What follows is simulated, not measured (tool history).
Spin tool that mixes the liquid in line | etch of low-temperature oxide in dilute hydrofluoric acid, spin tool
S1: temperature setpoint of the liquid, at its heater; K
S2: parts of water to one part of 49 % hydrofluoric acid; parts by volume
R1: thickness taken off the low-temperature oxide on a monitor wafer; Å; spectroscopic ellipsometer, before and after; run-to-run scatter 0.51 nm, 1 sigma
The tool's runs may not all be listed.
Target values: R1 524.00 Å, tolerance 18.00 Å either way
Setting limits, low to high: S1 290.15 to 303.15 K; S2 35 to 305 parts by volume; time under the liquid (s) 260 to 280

run 1 day=0.000 | S1=295.15 S2=170 time_under_the_liquid_(s)=260 | R1=247.43
run 2 day=0.371 | S1=295.15 S2=215 time_under_the_liquid_(s)=260 | R1=184.56
run 3 day=0.529 | S1=292.15 S2=215 time_under_the_liquid_(s)=260 | R1=168.30
run 4 day=0.896 | S1=295.15 S2=170 time_under_the_liquid_(s)=260 | R1=250.25
run 5 day=0.950 | S1=297.15 S2=145 time_under_the_liquid_(s)=260 | R1=317.55
run 6 day=1.188 | S1=297.15 S2=145 time_under_the_liquid_(s)=260 | R1=316.36
run 7 day=1.308 | S1=298.65 S2=130 time_under_the_liquid_(s)=260 | R1=390.17
run 8 day=1.588 | S1=300.15 S2=125 time_under_the_liquid_(s)=260 | R1=429.22
run 9 day=1.792 | S1=303.15 S2=110 time_under_the_liquid_(s)=260 | R1=557.76

Exactly one of the 4 candidate moves below puts every result within its allowed miss. Which one?
run A day=1.996 | S1=303.15 S2=110 time_under_the_liquid_(s)=280 | R1=?
run B day=1.996 | S1=301.15 S2=115 time_under_the_liquid_(s)=280 | R1=?
run C day=1.996 | S1=301.65 S2=100 time_under_the_liquid_(s)=280 | R1=?
run D day=1.996 | S1=300.65 S2=90 time_under_the_liquid_(s)=265 | R1=?

move=A R1=584.59
move=B R1=515.89
move=C R1=617.26
move=D R1=634.08
A: its largest miss is bigger than the last run's
B: all results land within tolerance of their targets
C: its largest miss is bigger than the last run's
D: its largest miss is bigger than the last run's
Go with B: it meets all targets.
